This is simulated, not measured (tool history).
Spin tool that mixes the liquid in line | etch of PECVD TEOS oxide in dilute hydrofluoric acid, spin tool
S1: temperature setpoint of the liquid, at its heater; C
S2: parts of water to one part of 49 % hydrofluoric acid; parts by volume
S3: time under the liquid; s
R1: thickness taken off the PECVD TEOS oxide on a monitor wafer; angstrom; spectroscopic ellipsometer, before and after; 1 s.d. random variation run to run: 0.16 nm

run	day	S1	S2	S3	R1
1	0	24	175	185	138.57
2	0.154	25.5	175	185	144.08
3	0.408	23	175	185	131.55
4	0.562	25	175	185	143.46
5	0.771	27	175	185	153.87
6	1.083	28	175	185	156.25

Forecast run 7:
7	1.458	29	175	185	?

Run 7 yielded R1 166.71 angstrom.
